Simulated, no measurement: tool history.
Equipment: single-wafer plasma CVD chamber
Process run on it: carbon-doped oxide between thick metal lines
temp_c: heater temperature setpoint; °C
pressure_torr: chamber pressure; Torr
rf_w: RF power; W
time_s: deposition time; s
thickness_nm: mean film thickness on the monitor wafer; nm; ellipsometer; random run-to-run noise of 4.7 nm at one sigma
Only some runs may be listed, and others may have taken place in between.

| run | hour | temp_c | pressure_torr | rf_w | time_s | thickness_nm |
|---|---|---|---|---|---|---|
| 1 | 0 | 340 | 6.83 | 645 | 169 | 1190 |
| 2 | 2.7 | 340 | 7.91 | 645 | 169 | 1199.6 |
| 3 | 5.7 | 340 | 7.91 | 645 | 160 | 1143.2 |
| 4 | 12.4 | 333 | 7.91 | 645 | 160 | 1159.1 |
| 5 | 13.2 | 333 | 7.91 | 675 | 160 | 1191.9 |
| 6 | 14.8 | 332 | 7.97 | 690 | 160 | 1207.7 |

For run 7, what comes out?
| 7 | 17.8 | 331 | 8.02 | 700 | 160 | ? |

thickness_nm: 1225.3 nm
